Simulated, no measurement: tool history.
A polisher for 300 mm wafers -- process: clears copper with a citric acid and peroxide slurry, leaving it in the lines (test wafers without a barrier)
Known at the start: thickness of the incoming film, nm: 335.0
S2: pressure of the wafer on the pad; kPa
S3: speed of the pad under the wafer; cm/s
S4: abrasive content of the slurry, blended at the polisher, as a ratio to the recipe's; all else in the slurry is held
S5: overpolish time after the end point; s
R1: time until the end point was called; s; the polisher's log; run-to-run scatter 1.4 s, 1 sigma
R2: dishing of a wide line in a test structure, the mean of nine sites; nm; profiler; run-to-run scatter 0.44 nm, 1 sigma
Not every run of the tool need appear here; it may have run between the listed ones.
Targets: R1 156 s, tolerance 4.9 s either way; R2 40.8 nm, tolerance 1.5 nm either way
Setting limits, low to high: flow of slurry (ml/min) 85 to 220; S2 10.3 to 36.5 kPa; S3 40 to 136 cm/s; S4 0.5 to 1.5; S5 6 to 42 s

run 1 day=0 | flow_of_slurry_(ml/min)=140 S2=23.4 S3=88 S4=1 S5=21 | R1=130.99 R2=35.853
run 2 day=0.358 | flow_of_slurry_(ml/min)=135 S2=22.8 S3=88 S4=1 S5=22 | R1=136.26 R2=36.12
run 3 day=0.45 | flow_of_slurry_(ml/min)=130 S2=22.1 S3=88 S4=1 S5=23 | R1=140 R2=36.233
run 4 day=0.733 | flow_of_slurry_(ml/min)=130 S2=22.1 S3=88 S4=1.2 S5=23 | R1=132.33 R2=37.661
run 5 day=0.892 | flow_of_slurry_(ml/min)=160 S2=22.1 S3=88 S4=1.2 S5=23 | R1=129.9 R2=38.468
run 6 day=1.071 | flow_of_slurry_(ml/min)=160 S2=22.1 S3=80 S4=1.2 S5=23 | R1=138.01 R2=37.478
run 7 day=1.229 | flow_of_slurry_(ml/min)=155 S2=22.1 S3=80 S4=1.2 S5=24 | R1=141.09 R2=38.095
run 8 day=1.496 | flow_of_slurry_(ml/min)=150 S2=22.1 S3=80 S4=1.2 S5=25 | R1=138.47 R2=38.537
run 9 day=1.875 | flow_of_slurry_(ml/min)=145 S2=21.4 S3=80 S4=1.2 S5=26 | R1=144.51 R2=38.891
run 10 day=2.125 | flow_of_slurry_(ml/min)=140 S2=21.4 S3=80 S4=1.2 S5=27 | R1=146.98 R2=39.777
run 11 day=2.271 | flow_of_slurry_(ml/min)=140 S2=21.4 S3=80 S4=1.2 S5=27 | R1=146.11 R2=40.477

Below are 5 possible settings for the next run. Only one of them brings all results inside the allowed miss of their targets. Which is it?
run A day=2.417 | flow_of_slurry_(ml/min)=140 S2=22.1 S3=76 S4=1.15 S5=28 | R1=? R2=?
run B day=2.417 | flow_of_slurry_(ml/min)=175 S2=19.3 S3=86 S4=1 S5=33 | R1=? R2=?
run C day=2.417 | flow_of_slurry_(ml/min)=155 S2=20 S3=74 S4=1.3 S5=34 | R1=? R2=?
run D day=2.417 | flow_of_slurry_(ml/min)=135 S2=20 S3=84 S4=1.1 S5=33 | R1=? R2=?
run E day=2.417 | flow_of_slurry_(ml/min)=135 S2=19.3 S3=82 S4=1.3 S5=30 | R1=? R2=?

move=A R1=145.92 R2=40.927
move=B R1=153.73 R2=44.066
move=C R1=156 R2=44.738
move=D R1=152.3 R2=44.521
move=E R1=153.23 R2=41.115
A: about the same distance from the targets as the last run
B: brings the last run's worst result on target, with another outside its allowed miss
C: brings the last run's worst result on target, with another outside its allowed miss
D: brings the last run's worst result on target, with another outside its allowed miss
E: all results in spec
E is the move that brings every result within its allowed miss.

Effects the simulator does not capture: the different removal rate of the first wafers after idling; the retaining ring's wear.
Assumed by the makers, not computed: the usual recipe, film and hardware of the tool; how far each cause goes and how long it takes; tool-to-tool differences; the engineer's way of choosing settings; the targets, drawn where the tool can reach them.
